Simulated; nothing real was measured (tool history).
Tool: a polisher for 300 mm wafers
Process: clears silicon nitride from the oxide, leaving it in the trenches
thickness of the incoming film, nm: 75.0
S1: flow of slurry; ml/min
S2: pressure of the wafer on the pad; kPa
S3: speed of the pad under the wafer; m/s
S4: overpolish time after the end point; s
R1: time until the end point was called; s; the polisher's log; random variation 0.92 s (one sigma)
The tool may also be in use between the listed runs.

run	day	S1	S2	S3	S4	R1
1	0	145	17.2	0.9	6	86.79
2	0.196	145	19.3	0.92	6	80.027
3	0.55	120	19.3	0.92	6	79.97
4	0.858	100	19.3	0.92	6	84.668
5	0.975	105	21.4	0.94	6	74.184
6	1.338	85	21.4	0.94	6	77.77
7	1.525	95	22.8	0.94	6	74.065
8	1.867	100	23.4	0.98	6	66.286

Forecast run 9:
9	2.204	105	24.1	0.98	6	?

R1: 61.583 s
